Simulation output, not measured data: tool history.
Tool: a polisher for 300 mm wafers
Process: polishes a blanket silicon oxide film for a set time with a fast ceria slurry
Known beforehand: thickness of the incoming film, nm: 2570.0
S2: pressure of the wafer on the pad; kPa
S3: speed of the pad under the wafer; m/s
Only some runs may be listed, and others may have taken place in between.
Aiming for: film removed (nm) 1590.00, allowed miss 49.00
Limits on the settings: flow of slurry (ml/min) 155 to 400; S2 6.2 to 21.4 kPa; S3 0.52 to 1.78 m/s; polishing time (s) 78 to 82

{"run": 1, "day": 0.0, "flow of slurry (ml/min)": 255, "S2": 13.8, "S3": 1.14, "polishing time (s)": 78, "film removed (nm)": 1233.5}
{"run": 2, "day": 0.308, "flow of slurry (ml/min)": 255, "S2": 13.8, "S3": 0.98, "polishing time (s)": 78, "film removed (nm)": 1080.0}
{"run": 3, "day": 0.333, "flow of slurry (ml/min)": 305, "S2": 13.8, "S3": 0.98, "polishing time (s)": 78, "film removed (nm)": 1082.4}
{"run": 4, "day": 0.662, "flow of slurry (ml/min)": 305, "S2": 15.2, "S3": 0.98, "polishing time (s)": 78, "film removed (nm)": 1175.4}
{"run": 5, "day": 0.896, "flow of slurry (ml/min)": 305, "S2": 12.4, "S3": 0.98, "polishing time (s)": 78, "film removed (nm)": 990.68}
{"run": 6, "day": 1.262, "flow of slurry (ml/min)": 305, "S2": 12.4, "S3": 0.98, "polishing time (s)": 78, "film removed (nm)": 988.13}
{"run": 7, "day": 1.325, "flow of slurry (ml/min)": 305, "S2": 14.5, "S3": 0.98, "polishing time (s)": 78, "film removed (nm)": 1131.3}
{"run": 8, "day": 1.517, "flow of slurry (ml/min)": 305, "S2": 15.9, "S3": 0.98, "polishing time (s)": 78, "film removed (nm)": 1227.1}
{"run": 9, "day": 1.688, "flow of slurry (ml/min)": 305, "S2": 16.5, "S3": 0.98, "polishing time (s)": 78, "film removed (nm)": 1296.4}

Exercise: of the 5 proposed moves below, exactly one satisfies all targets within the stated allowed misses. Which move is it?
{"run": "A", "day": 1.858, "flow of slurry (ml/min)": 325, "S2": 15.9, "S3": 1.04, "polishing time (s)": 80, "film removed (nm)": "?"}
{"run": "B", "day": 1.858, "flow of slurry (ml/min)": 295, "S2": 16.5, "S3": 0.78, "polishing time (s)": 78, "film removed (nm)": "?"}
{"run": "C", "day": 1.858, "flow of slurry (ml/min)": 305, "S2": 17.9, "S3": 1.18, "polishing time (s)": 82, "film removed (nm)": "?"}
{"run": "D", "day": 1.858, "flow of slurry (ml/min)": 300, "S2": 18.6, "S3": 1.12, "polishing time (s)": 82, "film removed (nm)": "?"}
{"run": "E", "day": 1.858, "flow of slurry (ml/min)": 295, "S2": 18.6, "S3": 1.02, "polishing time (s)": 82, "film removed (nm)": "?"}

move=A film_removed_(nm)=1342.30
move=B film_removed_(nm)=1044.90
move=C film_removed_(nm)=1735.70
move=D film_removed_(nm)=1714.30
move=E film_removed_(nm)=1571.30
A: moves toward the targets from the last run without getting all of them in spec
B: further off than the last run
C: pushes the last run's worst result past its target
D: pushes the last run's worst result past its target
E: every result lands within tolerance
Move E is the one to make.
